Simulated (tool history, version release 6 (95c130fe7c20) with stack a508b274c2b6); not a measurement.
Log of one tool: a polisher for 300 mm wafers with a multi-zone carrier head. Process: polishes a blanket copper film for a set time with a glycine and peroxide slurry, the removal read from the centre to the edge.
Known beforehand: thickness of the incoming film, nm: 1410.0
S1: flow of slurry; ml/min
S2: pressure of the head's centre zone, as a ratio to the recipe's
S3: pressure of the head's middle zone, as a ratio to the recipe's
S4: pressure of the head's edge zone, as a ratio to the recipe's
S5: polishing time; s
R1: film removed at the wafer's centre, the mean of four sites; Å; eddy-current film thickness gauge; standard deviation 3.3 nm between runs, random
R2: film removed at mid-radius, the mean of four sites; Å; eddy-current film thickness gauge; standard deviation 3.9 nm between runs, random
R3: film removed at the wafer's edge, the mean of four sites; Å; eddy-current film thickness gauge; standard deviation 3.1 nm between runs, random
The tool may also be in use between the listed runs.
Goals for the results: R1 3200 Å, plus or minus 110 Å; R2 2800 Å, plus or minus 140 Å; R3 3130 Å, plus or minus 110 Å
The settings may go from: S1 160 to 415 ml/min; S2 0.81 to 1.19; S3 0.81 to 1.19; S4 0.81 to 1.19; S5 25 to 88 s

run,hour,S1,S2,S3,S4,S5,R1,R2,R3
1,0,265,1,1,1,56,2424.8,2435,2446.7
2,8.4,265,1,1,1.08,56,2429.1,2385.6,2487.6
3,10.5,265,1,0.95,1.08,56,2427.6,2310.8,2518.1
4,11.4,265,0.94,0.95,1.08,56,2276.1,2246.8,2431
5,19.3,265,0.99,0.95,1.08,56,2348.6,2293.7,2484.8
6,27.2,275,1.05,0.95,1.1,58,2661.9,2393,2576.4
7,32,265,1.05,0.94,1.11,62,2729,2523.3,2734.7
8,38.6,280,1.06,0.93,1.13,64,2937.3,2579.7,2941.4
9,41.5,295,1.06,0.95,1.13,64,2898.6,2642.8,2943.6
10,43.8,305,1.08,0.95,1.14,65,3081.6,2687.1,2989

Which of these 5 next moves meets every target?
A,46.1,240,1.03,0.99,1.19,66,?,?,?
B,46.1,315,1.18,1.13,1.06,62,?,?,?
C,46.1,355,1.08,0.94,1.16,67,?,?,?
D,46.1,400,1.13,0.99,1.13,61,?,?,?
E,46.1,305,1.19,1.05,1.08,62,?,?,?

move,R1,R2,R3
A,2856.3,2736.7,3042.3
B,3137.2,2968.8,2780.8
C,3168.4,2776.1,3157.7
D,3035.7,2665.1,2862
E,3147.7,2778.8,2798.6
A: brings the result that was furthest off to its target, and leaves another outside
B: the biggest miss grows against the last run
C: all results land within tolerance of their targets
D: the biggest miss grows against the last run
E: the biggest miss grows against the last run
The move that meets every target is C.

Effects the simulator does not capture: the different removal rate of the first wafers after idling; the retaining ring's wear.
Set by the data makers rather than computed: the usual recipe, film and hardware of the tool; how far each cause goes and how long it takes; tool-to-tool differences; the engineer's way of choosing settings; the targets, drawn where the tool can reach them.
